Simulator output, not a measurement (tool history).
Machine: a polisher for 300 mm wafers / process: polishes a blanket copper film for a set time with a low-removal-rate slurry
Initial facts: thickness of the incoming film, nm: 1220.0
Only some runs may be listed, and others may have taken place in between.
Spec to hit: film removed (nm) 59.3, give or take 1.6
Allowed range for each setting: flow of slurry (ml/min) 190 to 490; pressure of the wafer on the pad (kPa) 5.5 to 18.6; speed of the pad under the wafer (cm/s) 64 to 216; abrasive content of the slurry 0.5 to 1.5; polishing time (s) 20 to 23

| run | day | flow of slurry (ml/min) | pressure of the wafer on the pad (kPa) | speed of the pad under the wafer (cm/s) | abrasive content of the slurry | polishing time (s) | film removed (nm) |
|---|---|---|---|---|---|---|---|
| 1 | 0 | 315 | 11.7 | 140 | 1 | 23 | 49.277 |
| 2 | 0.204 | 350 | 11.7 | 140 | 1 | 23 | 50.742 |
| 3 | 0.388 | 350 | 11.7 | 140 | 1 | 23 | 50.321 |
| 4 | 0.758 | 360 | 11.7 | 140 | 1 | 23 | 50.165 |
| 5 | 1.025 | 360 | 11.7 | 140 | 0.8 | 23 | 46.853 |
| 6 | 1.396 | 360 | 11.7 | 140 | 0.8 | 20 | 41.383 |
| 7 | 1.421 | 360 | 11.7 | 140 | 0.8 | 20 | 40.871 |
| 8 | 1.708 | 360 | 12.4 | 140 | 0.8 | 20 | 43.93 |
| 9 | 1.788 | 360 | 13.1 | 140 | 0.8 | 20 | 45.59 |
| 10 | 2.158 | 360 | 13.8 | 140 | 0.8 | 20 | 47.957 |
| 11 | 2.362 | 360 | 14.5 | 140 | 0.8 | 20 | 50.475 |
| 12 | 2.696 | 360 | 15.2 | 140 | 0.8 | 20 | 53.233 |
| 13 | 2.796 | 365 | 15.9 | 140 | 0.8 | 20 | 55.629 |
| 14 | 2.988 | 365 | 16.5 | 140 | 0.8 | 20 | 57.298 |

Of the 4 settings listed for the next run, only one would bring every result within its allowed miss of target. Which one?
| A | 3.179 | 380 | 16.5 | 132 | 0.75 | 20 | ? |
| B | 3.179 | 420 | 18.6 | 100 | 0.9 | 20 | ? |
| C | 3.179 | 400 | 16.5 | 132 | 0.75 | 22 | ? |
| D | 3.179 | 335 | 17.9 | 108 | 0.75 | 22 | ? |

| move | film removed (nm) |
|---|---|
| A | 54.092 |
| B | 54.157 |
| C | 59.707 |
| D | 56.032 |
A: the biggest miss grows against the last run
B: the biggest miss grows against the last run
C: hits every target within its allowed miss
D: the biggest miss grows against the last run
Answer: C
